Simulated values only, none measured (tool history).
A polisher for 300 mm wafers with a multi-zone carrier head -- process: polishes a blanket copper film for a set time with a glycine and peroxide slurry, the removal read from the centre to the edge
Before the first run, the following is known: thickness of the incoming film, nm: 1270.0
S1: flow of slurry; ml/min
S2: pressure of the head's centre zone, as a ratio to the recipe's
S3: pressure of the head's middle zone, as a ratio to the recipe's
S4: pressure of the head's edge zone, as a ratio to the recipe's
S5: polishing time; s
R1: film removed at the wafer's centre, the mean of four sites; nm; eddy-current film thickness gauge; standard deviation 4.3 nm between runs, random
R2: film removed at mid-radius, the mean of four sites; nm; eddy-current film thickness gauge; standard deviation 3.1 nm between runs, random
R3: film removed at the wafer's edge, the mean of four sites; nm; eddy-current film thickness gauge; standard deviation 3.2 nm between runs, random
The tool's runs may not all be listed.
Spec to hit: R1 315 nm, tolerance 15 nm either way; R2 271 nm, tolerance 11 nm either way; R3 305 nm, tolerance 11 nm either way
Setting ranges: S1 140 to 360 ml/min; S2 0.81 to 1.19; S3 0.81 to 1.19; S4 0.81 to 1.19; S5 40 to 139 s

run 1 day=0 | S1=230 S2=1 S3=1 S4=1 S5=89 | R1=438.79 R2=424.01 R3=418.58
run 2 day=0.208 | S1=230 S2=1.05 S3=1 S4=1 S5=89 | R1=466.07 R2=441.07 R3=419.2
run 3 day=0.475 | S1=230 S2=1.05 S3=1 S4=1 S5=97 | R1=502.53 R2=476.37 R3=460.93
run 4 day=0.562 | S1=260 S2=1.05 S3=1 S4=1 S5=97 | R1=502.89 R2=473.34 R3=462.81
run 5 day=0.812 | S1=260 S2=1.05 S3=1 S4=1 S5=110 | R1=572.24 R2=534.64 R3=523.07
run 6 day=0.842 | S1=260 S2=1.05 S3=1 S4=1.06 S5=110 | R1=580.22 R2=541.67 R3=538.28
run 7 day=0.942 | S1=260 S2=1.04 S3=0.98 S4=1.05 S5=101 | R1=525.62 R2=495.2 R3=487.46
-- day=1.021 worn pad replaced by a new one
run 8 day=1.021 | S1=240 S2=1.02 S3=0.95 S4=1.03 S5=95 | R1=513.07 R2=486.05 R3=500.86
run 9 day=1.392 | S1=260 S2=1.02 S3=0.94 S4=1 S5=86 | R1=479.23 R2=435.18 R3=452.63
run 10 day=1.758 | S1=270 S2=1.01 S3=0.93 S4=0.98 S5=79 | R1=429.07 R2=401.82 R3=403.61
run 11 day=1.829 | S1=255 S2=1.01 S3=0.91 S4=0.97 S5=73 | R1=399.31 R2=359.05 R3=376.02
run 12 day=1.896 | S1=245 S2=1 S3=0.9 S4=0.95 S5=71 | R1=380.78 R2=348.11 R3=356.21
run 13 day=2.083 | S1=235 S2=1 S3=0.89 S4=0.95 S5=68 | R1=356.13 R2=329.02 R3=343.38
run 14 day=2.404 | S1=190 S2=1.03 S3=0.81 S4=0.9 S5=59 | R1=314.97 R2=255.04 R3=287.38
run 15 day=2.729 | S1=195 S2=1.02 S3=0.81 S4=0.91 S5=59 | R1=310.69 R2=253.67 R3=286.72
run 16 day=2.796 | S1=200 S2=1.01 S3=0.81 S4=0.92 S5=59 | R1=307.36 R2=258.26 R3=286.55
run 17 day=3.033 | S1=205 S2=1.01 S3=0.81 S4=0.93 S5=59 | R1=313.24 R2=250.42 R3=289.85
run 18 day=3.208 | S1=210 S2=1 S3=0.81 S4=0.93 S5=59 | R1=310.75 R2=257.5 R3=283.41

Which of these 4 next moves meets every target?
run A day=3.383 | S1=325 S2=0.94 S3=0.89 S4=0.91 S5=60 | R1=? R2=? R3=?
run B day=3.383 | S1=360 S2=0.9 S3=0.83 S4=0.83 S5=62 | R1=? R2=? R3=?
run C day=3.383 | S1=195 S2=0.96 S3=0.89 S4=0.89 S5=64 | R1=? R2=? R3=?
run D day=3.383 | S1=265 S2=0.96 S3=0.81 S4=0.94 S5=60 | R1=? R2=? R3=?

move=A R1=316.65 R2=293.86 R3=300.24
move=B R1=316.04 R2=289.28 R3=299.85
move=C R1=323.52 R2=295.84 R3=303.5
move=D R1=316.21 R2=266.58 R3=300.52
A: the furthest-off result lands on target, but another misses its tolerance
B: the furthest-off result lands on target, but another misses its tolerance
C: the furthest-off result lands on target, but another misses its tolerance
D: each result inside its tolerance
Move D is the one to make.
